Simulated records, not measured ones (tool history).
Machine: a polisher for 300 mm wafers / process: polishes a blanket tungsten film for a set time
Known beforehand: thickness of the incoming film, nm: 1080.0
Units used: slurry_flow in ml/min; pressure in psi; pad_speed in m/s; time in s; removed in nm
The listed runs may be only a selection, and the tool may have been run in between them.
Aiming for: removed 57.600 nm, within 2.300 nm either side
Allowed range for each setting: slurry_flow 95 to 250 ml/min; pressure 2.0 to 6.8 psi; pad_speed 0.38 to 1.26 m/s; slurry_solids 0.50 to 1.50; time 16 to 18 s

run	hour	slurry_flow	pressure	pad_speed	slurry_solids	time	removed
1	0.0	160	4.4	0.82	1.00	18	86.981
2	8.4	160	4.1	0.82	1.00	18	79.969
3	12.8	160	4.1	0.98	1.00	18	94.238
4	20.7	160	3.8	0.98	1.00	18	87.026
5	21.8	160	3.8	0.98	1.15	18	90.528
6	27.3	180	3.8	0.98	1.15	18	90.084
7	28.5	180	2.6	0.92	1.15	18	61.315
# hour 36.8: slurry blender recalibrated
8	36.8	180	2.6	0.92	1.15	18	63.269
9	41.9	180	2.5	0.92	1.15	18	60.806

Consider the 5 candidate settings below. Which is the only one whose results all fall within their allowed miss of target?
A	47.0	165	2.9	0.84	1.05	18	?
B	47.0	175	2.8	0.96	1.00	18	?
C	47.0	165	2.7	0.88	1.05	18	?
D	47.0	170	2.6	0.88	1.15	17	?
E	47.0	155	2.5	1.06	1.15	18	?

move	removed
A	63.785
B	68.962
C	62.005
D	58.009
E	68.642
A: its largest miss is bigger than the last run's
B: its largest miss is bigger than the last run's
C: its largest miss is bigger than the last run's
D: in spec on every target
E: its largest miss is bigger than the last run's
D meets every target.
